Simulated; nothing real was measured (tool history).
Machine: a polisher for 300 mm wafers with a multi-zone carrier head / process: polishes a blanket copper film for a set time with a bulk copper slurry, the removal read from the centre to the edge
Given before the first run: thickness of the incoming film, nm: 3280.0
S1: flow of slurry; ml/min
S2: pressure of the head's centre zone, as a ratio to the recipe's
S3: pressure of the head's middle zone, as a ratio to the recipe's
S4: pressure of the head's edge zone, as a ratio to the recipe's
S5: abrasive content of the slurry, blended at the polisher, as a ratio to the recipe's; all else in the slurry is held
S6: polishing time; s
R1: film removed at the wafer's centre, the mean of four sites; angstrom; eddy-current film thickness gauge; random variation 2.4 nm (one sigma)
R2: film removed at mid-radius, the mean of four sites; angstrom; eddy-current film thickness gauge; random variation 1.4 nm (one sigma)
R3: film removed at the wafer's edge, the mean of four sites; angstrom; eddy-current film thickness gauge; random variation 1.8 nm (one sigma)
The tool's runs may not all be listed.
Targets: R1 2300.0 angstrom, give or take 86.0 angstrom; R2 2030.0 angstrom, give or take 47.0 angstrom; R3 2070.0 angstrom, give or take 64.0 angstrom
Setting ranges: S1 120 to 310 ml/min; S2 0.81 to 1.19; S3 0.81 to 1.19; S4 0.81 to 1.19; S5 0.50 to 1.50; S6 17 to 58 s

{"run": 1, "hour": 0.0, "S1": 200, "S2": 1.0, "S3": 1.0, "S4": 1.0, "S5": 1.0, "S6": 37, "R1": 3221.5, "R2": 3214.0, "R3": 3242.4}
{"run": 2, "hour": 1.9, "S1": 195, "S2": 1.01, "S3": 0.98, "S4": 0.96, "S5": 0.9, "S6": 35, "R1": 3023.9, "R2": 2960.4, "R3": 2903.9}
{"run": 3, "hour": 6.3, "S1": 185, "S2": 1.01, "S3": 0.94, "S4": 0.94, "S5": 0.8, "S6": 34, "R1": 2708.8, "R2": 2667.7, "R3": 2645.8}
{"run": 4, "hour": 12.9, "S1": 180, "S2": 1.03, "S3": 0.91, "S4": 0.92, "S5": 0.75, "S6": 33, "R1": 2634.9, "R2": 2410.1, "R3": 2504.0}
{"run": 5, "hour": 15.3, "S1": 175, "S2": 1.03, "S3": 0.9, "S4": 0.89, "S5": 0.7, "S6": 33, "R1": 2585.0, "R2": 2349.9, "R3": 2367.5}
{"run": 6, "hour": 16.6, "S1": 175, "S2": 1.03, "S3": 0.83, "S4": 0.89, "S5": 0.7, "S6": 33, "R1": 2531.5, "R2": 2218.3, "R3": 2359.5}
{"run": 7, "hour": 17.7, "S1": 165, "S2": 1.03, "S3": 0.83, "S4": 0.87, "S5": 0.65, "S6": 33, "R1": 2457.4, "R2": 2156.3, "R3": 2223.9}
{"run": 8, "hour": 18.3, "S1": 155, "S2": 1.03, "S3": 0.83, "S4": 0.87, "S5": 0.65, "S6": 33, "R1": 2409.1, "R2": 2121.8, "R3": 2258.9}
{"run": 9, "hour": 27.2, "S1": 155, "S2": 1.03, "S3": 0.83, "S4": 0.86, "S5": 0.6, "S6": 33, "R1": 2361.7, "R2": 2045.3, "R3": 2160.6}
{"run": 10, "hour": 35.9, "S1": 155, "S2": 1.03, "S3": 0.83, "S4": 0.85, "S5": 0.6, "S6": 33, "R1": 2311.5, "R2": 2071.8, "R3": 2187.5}
{"run": 11, "hour": 40.7, "S1": 140, "S2": 1.08, "S3": 0.85, "S4": 0.81, "S5": 0.5, "S6": 32, "R1": 2129.8, "R2": 1794.8, "R3": 1812.7}
{"run": 12, "hour": 44.6, "S1": 160, "S2": 1.07, "S3": 0.84, "S4": 0.82, "S5": 0.5, "S6": 32, "R1": 2137.6, "R2": 1848.5, "R3": 1895.5}
{"run": 13, "hour": 46.2, "S1": 175, "S2": 1.07, "S3": 0.85, "S4": 0.83, "S5": 0.5, "S6": 32, "R1": 2263.5, "R2": 1911.6, "R3": 1928.1}
{"run": 14, "hour": 48.3, "S1": 180, "S2": 1.06, "S3": 0.85, "S4": 0.83, "S5": 0.5, "S6": 32, "R1": 2267.3, "R2": 1901.9, "R3": 1946.8}
{"run": 15, "hour": 50.5, "S1": 185, "S2": 1.04, "S3": 0.85, "S4": 0.83, "S5": 0.5, "S6": 32, "R1": 2183.3, "R2": 1909.7, "R3": 1926.9}
{"run": 16, "hour": 57.9, "S1": 195, "S2": 1.04, "S3": 0.85, "S4": 0.84, "S5": 0.5, "S6": 32, "R1": 2156.5, "R2": 1928.7, "R3": 1983.2}

Of the 4 settings listed for the next run, only one would bring every result within its allowed miss of target. Which one?
{"run": "A", "hour": 65.3, "S1": 170, "S2": 1.13, "S3": 0.9, "S4": 0.83, "S5": 0.7, "S6": 28, "R1": "?", "R2": "?", "R3": "?"}
{"run": "B", "hour": 65.3, "S1": 195, "S2": 1.06, "S3": 0.89, "S4": 0.9, "S5": 0.7, "S6": 28, "R1": "?", "R2": "?", "R3": "?"}
{"run": "C", "hour": 65.3, "S1": 145, "S2": 1.14, "S3": 0.82, "S4": 0.95, "S5": 0.55, "S6": 32, "R1": "?", "R2": "?", "R3": "?"}
{"run": "D", "hour": 65.3, "S1": 185, "S2": 1.09, "S3": 0.95, "S4": 0.86, "S5": 0.5, "S6": 32, "R1": "?", "R2": "?", "R3": "?"}

move=A R1=2333.4 R2=1971.8 R3=1932.9
move=B R1=2248.5 R2=2006.5 R3=2036.6
move=C R1=2340.5 R2=1857.1 R3=2067.0
move=D R1=2257.2 R2=2044.1 R3=1954.3
A: no better and no worse than the last run
B: in spec on every target
C: the biggest miss grows against the last run
D: brings the result that was furthest off to its target, and leaves another outside
The move that meets every target is B.
